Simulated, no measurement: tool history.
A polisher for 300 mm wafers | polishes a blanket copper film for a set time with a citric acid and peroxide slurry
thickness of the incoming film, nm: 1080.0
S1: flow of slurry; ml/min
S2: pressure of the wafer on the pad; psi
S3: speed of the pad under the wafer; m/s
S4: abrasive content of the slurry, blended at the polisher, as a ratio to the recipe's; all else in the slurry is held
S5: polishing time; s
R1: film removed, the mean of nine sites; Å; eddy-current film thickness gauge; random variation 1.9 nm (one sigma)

run  hour   S1   S2    S3   S4  S5      R1
  1   0.0  135  2.9  1.14  1.0  84  1929.8
  2   3.7  135  2.5  1.12  1.0  84  1593.4
  3   7.0  135  2.5  1.28  1.0  84  1849.9
  4  12.1  135  2.2  1.28  1.0  84  1620.0
  5  17.6  165  2.2  1.28  1.0  84  1695.3
  6  22.6  165  2.2  1.28  1.0  84  1666.7

Forecast run 7:
  7  23.5  165  2.0  1.28  1.0  84   ?

R1: 1563.6 Å

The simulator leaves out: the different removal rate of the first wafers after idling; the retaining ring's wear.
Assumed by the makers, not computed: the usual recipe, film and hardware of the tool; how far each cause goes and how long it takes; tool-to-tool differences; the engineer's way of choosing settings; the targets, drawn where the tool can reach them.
